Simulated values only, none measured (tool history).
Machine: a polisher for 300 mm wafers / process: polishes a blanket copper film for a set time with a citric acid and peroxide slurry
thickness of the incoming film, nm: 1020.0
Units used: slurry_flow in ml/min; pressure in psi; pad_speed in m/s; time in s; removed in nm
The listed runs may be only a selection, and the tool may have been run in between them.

{"run": 1, "day": 0.0, "slurry_flow": 200, "pressure": 3.6, "pad_speed": 0.76, "slurry_solids": 1.0, "time": 28, "removed": 65.081}
{"run": 2, "day": 0.121, "slurry_flow": 200, "pressure": 3.6, "pad_speed": 0.76, "slurry_solids": 1.15, "time": 28, "removed": 66.235}
{"run": 3, "day": 0.229, "slurry_flow": 200, "pressure": 3.5, "pad_speed": 0.76, "slurry_solids": 1.15, "time": 28, "removed": 64.503}
{"run": 4, "day": 0.471, "slurry_flow": 200, "pressure": 3.4, "pad_speed": 0.76, "slurry_solids": 1.15, "time": 28, "removed": 62.863}
{"run": 5, "day": 0.633, "slurry_flow": 170, "pressure": 3.4, "pad_speed": 0.76, "slurry_solids": 1.15, "time": 28, "removed": 60.603}
{"run": 6, "day": 0.917, "slurry_flow": 170, "pressure": 3.3, "pad_speed": 0.76, "slurry_solids": 1.15, "time": 28, "removed": 60.026}
{"run": 7, "day": 1.108, "slurry_flow": 170, "pressure": 3.2, "pad_speed": 0.76, "slurry_solids": 1.15, "time": 28, "removed": 57.154}

Predict the results of run 8:
{"run": 8, "day": 1.4, "slurry_flow": 160, "pressure": 3.0, "pad_speed": 0.76, "slurry_solids": 1.15, "time": 28, "removed": "?"}

Run 8 gave removed 52.812 nm.
